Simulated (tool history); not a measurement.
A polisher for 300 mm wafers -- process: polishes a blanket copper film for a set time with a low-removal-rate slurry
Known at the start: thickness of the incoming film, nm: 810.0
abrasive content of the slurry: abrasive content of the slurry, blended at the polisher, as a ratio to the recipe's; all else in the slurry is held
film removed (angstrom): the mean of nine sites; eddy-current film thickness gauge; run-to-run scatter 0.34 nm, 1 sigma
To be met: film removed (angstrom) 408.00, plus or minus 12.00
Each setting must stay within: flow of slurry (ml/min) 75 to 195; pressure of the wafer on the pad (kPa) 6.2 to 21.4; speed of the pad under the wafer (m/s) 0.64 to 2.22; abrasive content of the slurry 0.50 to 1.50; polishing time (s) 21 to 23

| run | hour | flow of slurry (ml/min) | pressure of the wafer on the pad (kPa) | speed of the pad under the wafer (m/s) | abrasive content of the slurry | polishing time (s) | film removed (angstrom) |
|---|---|---|---|---|---|---|---|
| 1 | 0.0 | 125 | 13.8 | 1.42 | 1.00 | 23 | 787.52 |
| 2 | 8.5 | 120 | 12.4 | 1.40 | 1.00 | 23 | 720.00 |
| 3 | 16.5 | 120 | 9.7 | 1.40 | 1.00 | 23 | 609.12 |
| 4 | 19.2 | 115 | 9.0 | 1.36 | 1.00 | 23 | 579.91 |
| 5 | 27.2 | 115 | 9.0 | 1.02 | 1.00 | 23 | 449.07 |
| 6 | 31.4 | 110 | 8.3 | 1.02 | 1.00 | 23 | 425.16 |
| 7 | 37.4 | 95 | 7.6 | 1.02 | 1.00 | 23 | 391.52 |
| 8 | 45.4 | 100 | 7.6 | 1.02 | 1.00 | 23 | 395.45 |

Pick the move, out of 4, that brings all results within their allowed miss; only one does.
| A | 53.4 | 100 | 7.6 | 1.04 | 1.05 | 23 | ? |
| B | 53.4 | 110 | 9.0 | 0.84 | 1.05 | 23 | ? |
| C | 53.4 | 85 | 11.0 | 1.02 | 0.95 | 21 | ? |
| D | 53.4 | 75 | 13.8 | 0.82 | 0.90 | 23 | ? |

| move | film removed (angstrom) |
|---|---|
| A | 399.12 |
| B | 374.44 |
| C | 425.59 |
| D | 435.96 |
A: hits every target within its allowed miss
B: further off than the last run
C: takes the biggest miss from the last run beyond its target
D: takes the biggest miss from the last run beyond its target
Correct choice: A, which meets every target
